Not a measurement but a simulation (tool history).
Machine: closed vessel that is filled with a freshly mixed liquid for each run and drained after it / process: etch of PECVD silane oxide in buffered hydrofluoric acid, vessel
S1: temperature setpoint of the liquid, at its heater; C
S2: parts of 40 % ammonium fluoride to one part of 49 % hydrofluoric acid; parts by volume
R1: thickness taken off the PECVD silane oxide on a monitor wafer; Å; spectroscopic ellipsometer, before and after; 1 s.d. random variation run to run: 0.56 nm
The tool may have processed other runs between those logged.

run 1 hour=0 | S1=20 S2=13.5 time_in_the_liquid_(s)=105 | R1=1439.3
run 2 hour=7.8 | S1=20 S2=15 time_in_the_liquid_(s)=105 | R1=1290.7
run 3 hour=9.7 | S1=20 S2=15 time_in_the_liquid_(s)=110 | R1=1354.5
run 4 hour=16.3 | S1=20 S2=15 time_in_the_liquid_(s)=110 | R1=1357.1
run 5 hour=19.7 | S1=20 S2=13 time_in_the_liquid_(s)=110 | R1=1567.4
run 6 hour=27 | S1=22.5 S2=13 time_in_the_liquid_(s)=110 | R1=1797.8
run 7 hour=32.5 | S1=21.5 S2=14.5 time_in_the_liquid_(s)=110 | R1=1526
run 8 hour=39.8 | S1=20.5 S2=15.5 time_in_the_liquid_(s)=110 | R1=1358.1

What does the tool deliver on the next run?
run 9 hour=41.6 | S1=19.5 S2=16.5 time_in_the_liquid_(s)=110 | R1=?

{"run 9": {"R1": 1210.7}}

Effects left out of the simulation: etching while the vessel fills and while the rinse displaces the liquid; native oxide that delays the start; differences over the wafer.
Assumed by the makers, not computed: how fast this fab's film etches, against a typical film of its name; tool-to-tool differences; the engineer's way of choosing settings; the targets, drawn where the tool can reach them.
